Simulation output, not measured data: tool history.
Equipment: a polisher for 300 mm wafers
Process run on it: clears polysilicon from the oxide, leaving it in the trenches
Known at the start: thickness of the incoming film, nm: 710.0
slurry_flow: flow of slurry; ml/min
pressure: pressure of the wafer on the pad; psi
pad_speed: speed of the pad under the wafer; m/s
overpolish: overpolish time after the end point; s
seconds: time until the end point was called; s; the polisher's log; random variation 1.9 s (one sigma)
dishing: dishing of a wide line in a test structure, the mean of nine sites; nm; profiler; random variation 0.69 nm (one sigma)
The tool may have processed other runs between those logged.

{"run": 1, "hour": 0.0, "slurry_flow": 265, "pressure": 1.7, "pad_speed": 1.28, "overpolish": 11, "seconds": 66.643, "dishing": 44.136}
{"run": 2, "hour": 0.7, "slurry_flow": 265, "pressure": 1.6, "pad_speed": 1.26, "overpolish": 11, "seconds": 69.376, "dishing": 44.443}
{"run": 3, "hour": 6.0, "slurry_flow": 265, "pressure": 1.8, "pad_speed": 1.26, "overpolish": 11, "seconds": 63.426, "dishing": 45.419}
{"run": 4, "hour": 9.2, "slurry_flow": 265, "pressure": 1.7, "pad_speed": 1.24, "overpolish": 11, "seconds": 67.705, "dishing": 44.18}
{"run": 5, "hour": 16.8, "slurry_flow": 265, "pressure": 1.6, "pad_speed": 1.22, "overpolish": 11, "seconds": 71.135, "dishing": 43.118}
{"run": 6, "hour": 22.7, "slurry_flow": 265, "pressure": 1.5, "pad_speed": 1.18, "overpolish": 12, "seconds": 79.129, "dishing": 43.894}
{"run": 7, "hour": 26.1, "slurry_flow": 265, "pressure": 1.4, "pad_speed": 1.16, "overpolish": 12, "seconds": 87.776, "dishing": 41.376}

The next listed run, before its measurement:
{"run": 8, "hour": 33.3, "slurry_flow": 265, "pressure": 0.9, "pad_speed": 1.1, "overpolish": 17, "seconds": "?", "dishing": "?"}

Run 8 measured seconds 140.660 s, dishing 41.485 nm.
